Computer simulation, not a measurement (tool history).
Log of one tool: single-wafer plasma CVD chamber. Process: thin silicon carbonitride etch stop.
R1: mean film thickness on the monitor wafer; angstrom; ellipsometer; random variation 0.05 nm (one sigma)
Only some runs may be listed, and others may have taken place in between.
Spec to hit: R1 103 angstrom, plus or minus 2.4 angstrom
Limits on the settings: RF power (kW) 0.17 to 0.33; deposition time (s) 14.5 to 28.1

Run 1, hour 0: RF power (kW) 0.25, deposition time (s) 21.3. Result: R1 124.84 angstrom.
Run 2, hour 0.9: RF power (kW) 0.275, deposition time (s) 21.3. Result: R1 128.88 angstrom.
Run 3, hour 9.9: RF power (kW) 0.295, deposition time (s) 21.3. Result: R1 131.06 angstrom.
Run 4, hour 15.1: RF power (kW) 0.275, deposition time (s) 20. Result: R1 120.8 angstrom.
Run 5, hour 22.5: RF power (kW) 0.26, deposition time (s) 19.2. Result: R1 114.39 angstrom.
Run 6, hour 23.4: RF power (kW) 0.245, deposition time (s) 18.8. Result: R1 109.9 angstrom.
Run 7, hour 25.4: RF power (kW) 0.235, deposition time (s) 18.6. Result: R1 106.28 angstrom.
Run 8, hour 32.1: RF power (kW) 0.23, deposition time (s) 18.5. Result: R1 105.88 angstrom.

Pick the move, out of 4, that brings all results within their allowed miss; only one does.
Run A, hour 38.8: RF power (kW) 0.23, deposition time (s) 19. Result: R1 ?.
Run B, hour 38.8: RF power (kW) 0.265, deposition time (s) 17.1. Result: R1 ?.
Run C, hour 38.8: RF power (kW) 0.23, deposition time (s) 17.2. Result: R1 ?.
Run D, hour 38.8: RF power (kW) 0.235, deposition time (s) 19.4. Result: R1 ?.

move      R1
   A  108.73
   B  101.81
   C  98.426
   D  111.68
A: moves away from the targets compared with the last run
B: each result inside its tolerance
C: moves the result that the last run missed by most past its target, out the other side
D: moves away from the targets compared with the last run
Answer: B
